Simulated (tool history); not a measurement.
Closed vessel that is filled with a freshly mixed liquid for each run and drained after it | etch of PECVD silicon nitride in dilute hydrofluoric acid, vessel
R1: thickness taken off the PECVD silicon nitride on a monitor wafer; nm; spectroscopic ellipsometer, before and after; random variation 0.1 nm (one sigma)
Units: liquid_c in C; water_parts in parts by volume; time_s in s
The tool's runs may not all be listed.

Run 1, day 0.000: liquid_c 22.0 C, water_parts 80 parts by volume, time_s 255 s. Result: R1 8.1165 nm.
Run 2, day 0.238: liquid_c 23.0 C, water_parts 75 parts by volume, time_s 255 s. Result: R1 9.1979 nm.
Run 3, day 0.483: liquid_c 23.0 C, water_parts 75 parts by volume, time_s 275 s. Result: R1 9.9185 nm.
Run 4, day 0.800: liquid_c 24.0 C, water_parts 75 parts by volume, time_s 275 s. Result: R1 10.6290 nm.
Run 5, day 0.967: liquid_c 21.5 C, water_parts 75 parts by volume, time_s 275 s. Result: R1 9.0005 nm.
Run 6, day 1.083: liquid_c 22.5 C, water_parts 75 parts by volume, time_s 275 s. Result: R1 9.6670 nm.
Run 7, day 1.204: liquid_c 23.5 C, water_parts 75 parts by volume, time_s 275 s. Result: R1 10.2360 nm.
Run 8, day 1.312: liquid_c 24.5 C, water_parts 75 parts by volume, time_s 275 s. Result: R1 10.8940 nm.
Run 9, day 1.696: liquid_c 25.5 C, water_parts 75 parts by volume, time_s 275 s. Result: R1 11.6500 nm.
Run 10, day 1.942: liquid_c 26.0 C, water_parts 75 parts by volume, time_s 275 s. Result: R1 12.0230 nm.
Run 11, day 2.204: liquid_c 26.5 C, water_parts 75 parts by volume, time_s 275 s. Result: R1 12.4150 nm.
Run 12, day 2.379: liquid_c 27.0 C, water_parts 75 parts by volume, time_s 275 s. Result: R1 12.9080 nm.
Run 13, day 2.650: liquid_c 27.0 C, water_parts 75 parts by volume, time_s 275 s. Result: R1 12.9320 nm.
Run 14, day 2.975: liquid_c 27.5 C, water_parts 75 parts by volume, time_s 275 s. Result: R1 13.2880 nm.

The next listed run, before its measurement:
Run 15, day 3.279: liquid_c 28.0 C, water_parts 75 parts by volume, time_s 275 s. Result: R1 ?.

{"run 15": {"R1": 13.828}}
